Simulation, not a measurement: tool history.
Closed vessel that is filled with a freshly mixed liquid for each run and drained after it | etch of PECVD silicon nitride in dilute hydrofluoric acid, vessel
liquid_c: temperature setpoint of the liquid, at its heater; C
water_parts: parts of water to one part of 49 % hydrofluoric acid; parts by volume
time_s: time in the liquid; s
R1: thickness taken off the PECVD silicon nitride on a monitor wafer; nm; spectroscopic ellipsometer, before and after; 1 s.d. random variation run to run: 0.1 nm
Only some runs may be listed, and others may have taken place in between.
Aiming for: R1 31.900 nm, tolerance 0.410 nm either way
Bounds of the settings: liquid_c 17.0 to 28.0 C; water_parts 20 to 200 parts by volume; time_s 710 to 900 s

Run 1, hour 0.0: liquid_c 20.0 C, water_parts 110 parts by volume, time_s 900 s. Result: R1 19.750 nm.
Run 2, hour 0.7: liquid_c 21.0 C, water_parts 110 parts by volume, time_s 900 s. Result: R1 21.178 nm.
Run 3, hour 2.0: liquid_c 22.0 C, water_parts 110 parts by volume, time_s 900 s. Result: R1 22.485 nm.
Run 4, hour 5.8: liquid_c 24.0 C, water_parts 110 parts by volume, time_s 900 s. Result: R1 25.850 nm.
Run 5, hour 12.1: liquid_c 24.5 C, water_parts 110 parts by volume, time_s 900 s. Result: R1 26.567 nm.
Run 6, hour 20.1: liquid_c 25.0 C, water_parts 110 parts by volume, time_s 900 s. Result: R1 27.835 nm.
Run 7, hour 21.4: liquid_c 25.5 C, water_parts 110 parts by volume, time_s 900 s. Result: R1 28.564 nm.
Run 8, hour 22.2: liquid_c 26.0 C, water_parts 110 parts by volume, time_s 900 s. Result: R1 29.445 nm.
Run 9, hour 27.3: liquid_c 26.5 C, water_parts 110 parts by volume, time_s 900 s. Result: R1 30.407 nm.
Run 10, hour 31.1: liquid_c 27.0 C, water_parts 110 parts by volume, time_s 900 s. Result: R1 31.576 nm.
Run 11, hour 33.8: liquid_c 27.5 C, water_parts 110 parts by volume, time_s 900 s. Result: R1 32.338 nm.
Run 12, hour 34.9: liquid_c 27.0 C, water_parts 110 parts by volume, time_s 900 s. Result: R1 31.385 nm.
Run 13, hour 38.3: liquid_c 27.5 C, water_parts 110 parts by volume, time_s 900 s. Result: R1 32.320 nm.
Run 14, hour 46.7: liquid_c 27.0 C, water_parts 110 parts by volume, time_s 900 s. Result: R1 31.287 nm.
Run 15, hour 55.0: liquid_c 27.5 C, water_parts 110 parts by volume, time_s 900 s. Result: R1 32.420 nm.
Run 16, hour 56.9: liquid_c 27.5 C, water_parts 110 parts by volume, time_s 900 s. Result: R1 32.413 nm.
Run 17, hour 60.9: liquid_c 27.0 C, water_parts 110 parts by volume, time_s 900 s. Result: R1 31.374 nm.
Run 18, hour 69.8: liquid_c 27.5 C, water_parts 110 parts by volume, time_s 900 s. Result: R1 32.398 nm.
Run 19, hour 77.7: liquid_c 27.0 C, water_parts 110 parts by volume, time_s 900 s. Result: R1 31.329 nm.
Run 20, hour 79.8: liquid_c 27.5 C, water_parts 110 parts by volume, time_s 900 s. Result: R1 32.431 nm.
Run 21, hour 84.7: liquid_c 27.0 C, water_parts 110 parts by volume, time_s 900 s. Result: R1 31.462 nm.
Run 22, hour 90.9: liquid_c 27.0 C, water_parts 110 parts by volume, time_s 900 s. Result: R1 31.587 nm.
Run 23, hour 95.8: liquid_c 27.5 C, water_parts 110 parts by volume, time_s 900 s. Result: R1 32.473 nm.
Run 24, hour 97.5: liquid_c 27.0 C, water_parts 110 parts by volume, time_s 900 s. Result: R1 31.646 nm.
Run 25, hour 98.1: liquid_c 27.5 C, water_parts 110 parts by volume, time_s 900 s. Result: R1 32.420 nm.
Run 26, hour 102.2: liquid_c 27.0 C, water_parts 110 parts by volume, time_s 900 s. Result: R1 31.494 nm.
Run 27, hour 103.3: liquid_c 27.5 C, water_parts 110 parts by volume, time_s 900 s. Result: R1 32.540 nm.
Run 28, hour 105.6: liquid_c 27.0 C, water_parts 110 parts by volume, time_s 900 s. Result: R1 31.472 nm.
Run 29, hour 113.9: liquid_c 27.5 C, water_parts 110 parts by volume, time_s 900 s. Result: R1 32.432 nm.

5 candidate next runs follow, results not yet known. Just one meets every target within its allowed miss. Identify it.
Run A, hour 122.2: liquid_c 26.0 C, water_parts 85 parts by volume, time_s 730 s. Result: R1 ?.
Run B, hour 122.2: liquid_c 25.0 C, water_parts 90 parts by volume, time_s 885 s. Result: R1 ?.
Run C, hour 122.2: liquid_c 27.0 C, water_parts 105 parts by volume, time_s 900 s. Result: R1 ?.
Run D, hour 122.2: liquid_c 27.0 C, water_parts 100 parts by volume, time_s 860 s. Result: R1 ?.
Run E, hour 122.2: liquid_c 27.0 C, water_parts 90 parts by volume, time_s 745 s. Result: R1 ?.

move      R1
   A  31.110
   B  33.381
   C  33.168
   D  33.273
   E  32.011
A: moves the result that the last run missed by most past its target, out the other side
B: lands further from the targets than the last run did
C: lands further from the targets than the last run did
D: lands further from the targets than the last run did
E: all results in spec
Answer: E
